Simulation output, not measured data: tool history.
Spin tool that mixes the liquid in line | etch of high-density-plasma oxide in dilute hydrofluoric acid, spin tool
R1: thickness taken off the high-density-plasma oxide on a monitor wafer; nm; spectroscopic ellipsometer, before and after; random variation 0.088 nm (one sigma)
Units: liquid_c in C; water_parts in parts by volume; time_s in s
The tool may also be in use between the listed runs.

Run 1, hour 0: liquid_c 23 C, water_parts 120 parts by volume, time_s 285 s. Result: R1 14.339 nm.
Run 2, hour 2.9: liquid_c 23 C, water_parts 120 parts by volume, time_s 285 s. Result: R1 14.235 nm.
Run 3, hour 5.4: liquid_c 23 C, water_parts 120 parts by volume, time_s 305 s. Result: R1 15.339 nm.
Run 4, hour 12.6: liquid_c 23 C, water_parts 80 parts by volume, time_s 305 s. Result: R1 23.879 nm.
Run 5, hour 18.9: liquid_c 20.5 C, water_parts 80 parts by volume, time_s 305 s. Result: R1 21.598 nm.
Run 6, hour 27.7: liquid_c 20.5 C, water_parts 55 parts by volume, time_s 305 s. Result: R1 32.39 nm.
Run 7, hour 32.3: liquid_c 20.5 C, water_parts 55 parts by volume, time_s 305 s. Result: R1 32.268 nm.
Run 8, hour 37.6: liquid_c 19.5 C, water_parts 75 parts by volume, time_s 305 s. Result: R1 22.122 nm.
Run 9, hour 40.2: liquid_c 19 C, water_parts 85 parts by volume, time_s 305 s. Result: R1 18.843 nm.
Run 10, hour 49: liquid_c 18.5 C, water_parts 90 parts by volume, time_s 305 s. Result: R1 17.647 nm.
Run 11, hour 54.4: liquid_c 18 C, water_parts 95 parts by volume, time_s 305 s. Result: R1 16.162 nm.
Run 12, hour 61.2: liquid_c 17.5 C, water_parts 100 parts by volume, time_s 305 s. Result: R1 14.946 nm.
Run 13, hour 68.4: liquid_c 17.5 C, water_parts 105 parts by volume, time_s 305 s. Result: R1 14.078 nm.

The next listed run, before its measurement:
Run 14, hour 69.9: liquid_c 17 C, water_parts 120 parts by volume, time_s 305 s. Result: R1 ?.

R1: 11.931 nm

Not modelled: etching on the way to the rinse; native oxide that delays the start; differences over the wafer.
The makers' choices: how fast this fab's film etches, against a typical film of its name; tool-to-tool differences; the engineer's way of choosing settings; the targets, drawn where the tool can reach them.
